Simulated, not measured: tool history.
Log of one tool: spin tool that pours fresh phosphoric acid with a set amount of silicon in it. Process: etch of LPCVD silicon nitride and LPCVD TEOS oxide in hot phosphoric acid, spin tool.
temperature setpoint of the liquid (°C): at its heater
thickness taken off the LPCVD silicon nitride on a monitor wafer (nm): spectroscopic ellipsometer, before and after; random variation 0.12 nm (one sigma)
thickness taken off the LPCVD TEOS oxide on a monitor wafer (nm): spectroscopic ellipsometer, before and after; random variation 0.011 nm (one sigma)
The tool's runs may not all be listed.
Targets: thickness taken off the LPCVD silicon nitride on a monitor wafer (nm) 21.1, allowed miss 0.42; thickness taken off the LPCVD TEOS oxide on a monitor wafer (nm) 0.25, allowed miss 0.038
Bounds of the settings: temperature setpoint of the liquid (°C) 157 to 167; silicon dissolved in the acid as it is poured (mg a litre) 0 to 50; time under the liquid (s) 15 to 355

run	hour	temperature setpoint of the liquid (°C)	silicon dissolved in the acid as it is poured (mg a litre)	time under the liquid (s)	thickness taken off the LPCVD silicon nitride on a monitor wafer (nm)	thickness taken off the LPCVD TEOS oxide on a monitor wafer (nm)
1	0	162	27	180	21.173	0.80909
2	2.2	161.5	30	185	21.431	0.6889
3	5.9	161.5	14.5	185	21.256	1.2309
4	13.5	161.5	2	185	21.176	1.4901
5	22.3	161	8.5	190	21.397	1.3139
6	23.3	160.5	14	195	21.827	1.1513
7	30.3	160	18.5	195	21.421	0.91443
8	37.3	159.5	22.5	195	21.09	0.77357
9	42.9	159	26	195	20.696	0.68694
10	43.7	158.5	29	195	20.588	0.64996

4 next moves are on the table. One of them brings every result within its allowed miss. Which?
A	44.5	157	50	220	?	?
B	44.5	159.5	50	195	?	?
C	44.5	158.5	50	210	?	?
D	44.5	157	44	200	?	?

move	thickness taken off the LPCVD silicon nitride on a monitor wafer (nm)	thickness taken off the LPCVD TEOS oxide on a monitor wafer (nm)
A	21.782	0.26455
B	21.012	0.28264
C	21.878	0.28254
D	19.802	0.25316
A: brings the result that was furthest off to its target, and leaves another outside
B: meets every target
C: brings the result that was furthest off to its target, and leaves another outside
D: brings the result that was furthest off to its target, and leaves another outside
The right move is B.
